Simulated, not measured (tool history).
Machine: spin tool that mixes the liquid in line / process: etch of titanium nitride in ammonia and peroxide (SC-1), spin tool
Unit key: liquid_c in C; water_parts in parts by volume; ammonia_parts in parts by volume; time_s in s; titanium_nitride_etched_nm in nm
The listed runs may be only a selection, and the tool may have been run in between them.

run	hour	liquid_c	water_parts	ammonia_parts	time_s	titanium_nitride_etched_nm
1	0.0	62.0	9.0	0.75	15	1.8795
2	5.4	64.5	7.5	0.80	15	2.4439
3	11.2	64.5	7.5	0.80	15	2.4371
4	14.0	66.5	6.5	0.80	15	2.9953
5	17.1	67.5	6.0	0.80	15	3.2612
6	23.7	68.5	5.5	0.80	15	3.6296

Estimate the outcome of run 7 from the log above:
7	27.3	69.0	5.5	0.80	15	?

Run 7 produced titanium_nitride_etched_nm 3.7396 nm.
